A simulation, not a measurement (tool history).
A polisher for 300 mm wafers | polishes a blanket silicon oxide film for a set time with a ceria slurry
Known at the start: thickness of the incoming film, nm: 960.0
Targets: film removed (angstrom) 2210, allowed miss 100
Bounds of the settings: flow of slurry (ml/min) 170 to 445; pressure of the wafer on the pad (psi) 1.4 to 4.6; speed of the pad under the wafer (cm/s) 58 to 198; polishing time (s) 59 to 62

run,hour,flow of slurry (ml/min),pressure of the wafer on the pad (psi),speed of the pad under the wafer (cm/s),polishing time (s),film removed (angstrom)
1,0,285,3,128,59,2852.1
2,5.8,240,3,128,59,2816.9
3,13.9,310,3,128,59,2871.7
4,22.3,380,3,128,59,2959.2
5,28.5,380,3,128,59,2977.2
6,36.5,380,2.8,128,59,2708.9
7,41.7,380,2.7,128,59,2612.4
8,50,380,2.6,128,59,2480.1
9,56.8,380,2.5,128,59,2481.7
10,59.5,380,2.4,128,59,2385.9

Which of these 5 next moves meets every target?
A,62.2,365,2.6,122,62,?
B,62.2,430,2.3,136,62,?
C,62.2,375,2.3,146,60,?
D,62.2,420,1.8,148,59,?
E,62.2,380,2.3,124,60,?

move,film removed (angstrom)
A,2517.7
B,2507.2
C,2581.3
D,2046.7
E,2204.1
A: further off than the last run
B: further off than the last run
C: further off than the last run
D: takes the result that was furthest off past its target
E: meets every target
Answer: E
